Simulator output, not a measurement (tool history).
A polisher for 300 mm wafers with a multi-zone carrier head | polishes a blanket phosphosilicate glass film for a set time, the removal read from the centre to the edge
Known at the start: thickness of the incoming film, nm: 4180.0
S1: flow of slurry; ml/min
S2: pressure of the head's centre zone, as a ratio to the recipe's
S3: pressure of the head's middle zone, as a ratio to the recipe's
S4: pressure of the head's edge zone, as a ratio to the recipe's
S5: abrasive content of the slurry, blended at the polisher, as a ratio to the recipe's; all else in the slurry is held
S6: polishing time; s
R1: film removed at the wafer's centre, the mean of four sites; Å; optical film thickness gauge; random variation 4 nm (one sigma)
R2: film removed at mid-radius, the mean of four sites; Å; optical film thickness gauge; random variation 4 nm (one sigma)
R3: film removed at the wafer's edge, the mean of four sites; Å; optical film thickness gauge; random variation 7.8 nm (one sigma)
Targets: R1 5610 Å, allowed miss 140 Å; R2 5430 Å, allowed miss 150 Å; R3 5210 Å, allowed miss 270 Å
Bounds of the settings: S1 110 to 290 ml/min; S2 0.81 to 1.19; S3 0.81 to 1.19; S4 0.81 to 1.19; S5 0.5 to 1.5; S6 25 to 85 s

run	day	S1	S2	S3	S4	S5	S6	R1	R2	R3
1	0	185	1	1	1	1	55	4809.2	4646.4	4733.6
2	0.088	185	1	1	0.94	1	55	4795.2	4549.3	4659.1
3	0.35	185	1	1	0.94	0.8	55	4450.5	4177.8	4212.9
4	0.538	185	1.05	1	0.94	0.8	55	4586	4260.9	4092.1
5	0.879	185	1.05	1	0.94	0.8	45	3783.5	3498.4	3403.7
6	0.992	185	1.05	1	0.87	0.8	45	3767.5	3496.9	3295
7	1.054	190	1.06	1.01	0.89	0.85	45	3917.5	3559.7	3447.6
8	1.15	190	1.06	1.03	0.89	0.9	45	3965.3	3775.7	3538.6
9	1.446	240	1.16	1.11	0.99	1.15	46	5086.3	4574.4	4225.4
10	1.742	255	1.12	1.17	1.09	1.4	47	5416.8	5306.9	4801
11	1.938	255	1.12	1.17	1.1	1.4	47	5456.8	5340	4952.3
12	2.225	255	1.12	1.17	1.11	1.4	47	5386.1	5336	4821.7
13	2.467	255	1.12	1.16	1.11	1.4	47	5373	5352	4834.9
14	2.617	255	1.12	1.15	1.11	1.4	47	5421.1	5295.5	4901.7
15	2.988	255	1.12	1.15	1.12	1.4	47	5456.6	5247	4979.1

Which of these 4 next moves meets every target?
A	3.358	240	1.12	1.15	1.18	1.35	50	?	?	?
B	3.358	250	1.08	1.14	1.16	1.45	47	?	?	?
C	3.358	245	1.17	1.15	1.15	1.3	47	?	?	?
D	3.358	250	1.1	1.06	1.19	1.3	51	?	?	?

move	R1	R2	R3
A	5680.2	5465.6	5135.6
B	5301.4	5250.6	4924.1
C	5523	5083.2	4716.4
D	5643.8	5158	5217.6
A: meets every target
B: further off than the last run
C: further off than the last run
D: further off than the last run
The right move is A.
